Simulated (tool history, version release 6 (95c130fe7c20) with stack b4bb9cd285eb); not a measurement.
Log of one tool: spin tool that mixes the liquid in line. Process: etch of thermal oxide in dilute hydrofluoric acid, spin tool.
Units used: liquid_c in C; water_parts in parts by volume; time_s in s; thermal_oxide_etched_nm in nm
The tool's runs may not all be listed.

{"run": 1, "hour": 0.0, "liquid_c": 23.0, "water_parts": 85, "time_s": 270, "thermal_oxide_etched_nm": 13.468}
{"run": 2, "hour": 0.6, "liquid_c": 25.0, "water_parts": 75, "time_s": 270, "thermal_oxide_etched_nm": 16.797}
{"run": 3, "hour": 7.9, "liquid_c": 26.5, "water_parts": 65, "time_s": 270, "thermal_oxide_etched_nm": 20.83}
{"run": 4, "hour": 15.5, "liquid_c": 27.5, "water_parts": 60, "time_s": 270, "thermal_oxide_etched_nm": 23.641}
{"run": 5, "hour": 17.2, "liquid_c": 26.0, "water_parts": 60, "time_s": 270, "thermal_oxide_etched_nm": 22.294}
{"run": 6, "hour": 20.0, "liquid_c": 26.0, "water_parts": 85, "time_s": 270, "thermal_oxide_etched_nm": 15.187}
{"run": 7, "hour": 23.7, "liquid_c": 30.0, "water_parts": 55, "time_s": 270, "thermal_oxide_etched_nm": 28.703}

Run 8 comes next. What will it give?
{"run": 8, "hour": 27.0, "liquid_c": 30.5, "water_parts": 55, "time_s": 270, "thermal_oxide_etched_nm": "?"}

Run 8 came out at thermal_oxide_etched_nm 29.386 nm.

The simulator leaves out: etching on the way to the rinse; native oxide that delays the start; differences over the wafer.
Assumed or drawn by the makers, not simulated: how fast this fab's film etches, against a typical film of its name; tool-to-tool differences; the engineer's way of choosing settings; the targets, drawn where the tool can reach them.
